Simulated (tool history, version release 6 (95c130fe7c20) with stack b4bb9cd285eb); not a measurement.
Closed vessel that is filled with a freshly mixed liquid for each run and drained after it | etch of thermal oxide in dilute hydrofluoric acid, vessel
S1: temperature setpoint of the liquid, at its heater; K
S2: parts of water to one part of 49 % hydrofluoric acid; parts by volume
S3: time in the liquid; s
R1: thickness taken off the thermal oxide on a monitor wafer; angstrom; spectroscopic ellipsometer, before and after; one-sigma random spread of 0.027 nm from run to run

run	hour	S1	S2	S3	R1
1	0	294.15	290	500	52.079
2	7.5	296.15	275	500	59.879
3	15.3	297.65	265	500	66.531
4	22.8	298.65	260	500	70.244
5	25.8	298.65	260	500	70.589
6	28.6	297.15	260	500	66.321
7	32.8	298.65	255	500	72.34
8	40.9	299.65	255	500	74.68

What does the tool deliver on the next run?
9	48.6	299.65	255	500	?

R1: 74.527 angstrom

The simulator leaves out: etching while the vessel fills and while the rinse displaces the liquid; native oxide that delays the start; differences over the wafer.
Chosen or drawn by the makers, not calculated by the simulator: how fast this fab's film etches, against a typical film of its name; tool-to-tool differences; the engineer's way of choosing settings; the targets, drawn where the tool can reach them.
